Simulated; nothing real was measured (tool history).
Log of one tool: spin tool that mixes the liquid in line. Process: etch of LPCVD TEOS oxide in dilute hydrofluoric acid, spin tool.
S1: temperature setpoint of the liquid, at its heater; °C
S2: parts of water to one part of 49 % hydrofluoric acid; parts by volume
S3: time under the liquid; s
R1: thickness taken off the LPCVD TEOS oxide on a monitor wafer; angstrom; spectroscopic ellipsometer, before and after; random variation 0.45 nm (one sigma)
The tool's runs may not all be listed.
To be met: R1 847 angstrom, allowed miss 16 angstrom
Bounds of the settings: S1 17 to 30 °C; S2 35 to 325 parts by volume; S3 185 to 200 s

run    day    S1   S2   S3      R1
  1      0    22  180  185  498.01
  2  0.275  19.5  180  185  451.36
  3  0.438  19.5  205  185  384.75
  4  0.538  21.5  195  185   441.9
  5  0.775    23  185  185  496.41
  6  1.129    24  175  185  559.54
  7  1.333    25  170  185  590.69
  8  1.658    26  165  185  637.01
  9  2.025  26.5  160  185  678.18
     2.292  -- hydrofluoric acid flow meter replaced
 10  2.292    27  160  185  610.75
 11  2.375  27.5  150  185  655.22
 12  2.596    28  140  185  731.05

Which of these 4 next moves meets every target?
  A  2.817  29.5  135  185   ?
  B  2.817  27.5  135  200   ?
  C  2.817  26.5  130  200   ?
  D  2.817  28.5  135  200   ?

move      R1
   A   803.6
   B  806.88
   C  812.09
   D   837.4
A: nearer than the last run, and not there yet
B: nearer than the last run, and not there yet
C: nearer than the last run, and not there yet
D: meets every target
The right move is D.
